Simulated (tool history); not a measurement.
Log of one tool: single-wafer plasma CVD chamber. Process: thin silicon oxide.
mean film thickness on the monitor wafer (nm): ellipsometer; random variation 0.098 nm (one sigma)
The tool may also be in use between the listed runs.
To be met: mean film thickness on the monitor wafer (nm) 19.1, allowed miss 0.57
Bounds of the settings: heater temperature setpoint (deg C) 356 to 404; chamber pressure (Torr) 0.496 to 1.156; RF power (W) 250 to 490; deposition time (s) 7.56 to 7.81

| run | day | heater temperature setpoint (deg C) | chamber pressure (Torr) | RF power (W) | deposition time (s) | mean film thickness on the monitor wafer (nm) |
|---|---|---|---|---|---|---|
| 1 | 0 | 380 | 0.826 | 370 | 7.56 | 15.697 |
| 2 | 0.321 | 380 | 0.826 | 370 | 7.81 | 16.295 |
| 3 | 0.562 | 380 | 0.826 | 370 | 7.56 | 15.606 |
| 4 | 0.696 | 380 | 0.857 | 370 | 7.57 | 16.12 |
| 5 | 0.808 | 380 | 0.857 | 420 | 7.57 | 16.696 |
| 6 | 1.004 | 380 | 0.879 | 420 | 7.58 | 17.173 |
| 7 | 1.212 | 380 | 0.896 | 420 | 7.58 | 17.338 |
| 8 | 1.342 | 380 | 0.913 | 420 | 7.59 | 17.434 |
| 9 | 1.433 | 380 | 0.932 | 420 | 7.6 | 17.857 |
| 10 | 1.471 | 380 | 0.945 | 420 | 7.6 | 18.015 |
| 11 | 1.512 | 380 | 0.945 | 420 | 7.6 | 17.911 |
| 12 | 1.7 | 380 | 0.959 | 420 | 7.61 | 18.109 |

4 next moves are on the table. One of them brings every result within its allowed miss. Which?
| A | 1.888 | 384 | 1.02 | 430 | 7.67 | ? |
| B | 1.888 | 374 | 1.071 | 435 | 7.81 | ? |
| C | 1.888 | 378 | 1.028 | 450 | 7.81 | ? |
| D | 1.888 | 380 | 0.908 | 400 | 7.56 | ? |

| move | mean film thickness on the monitor wafer (nm) |
|---|---|
| A | 19.02 |
| B | 20.096 |
| C | 19.818 |
| D | 16.994 |
A: meets every target
B: takes the result that was furthest off past its target
C: takes the result that was furthest off past its target
D: further off than the last run
Answer: A

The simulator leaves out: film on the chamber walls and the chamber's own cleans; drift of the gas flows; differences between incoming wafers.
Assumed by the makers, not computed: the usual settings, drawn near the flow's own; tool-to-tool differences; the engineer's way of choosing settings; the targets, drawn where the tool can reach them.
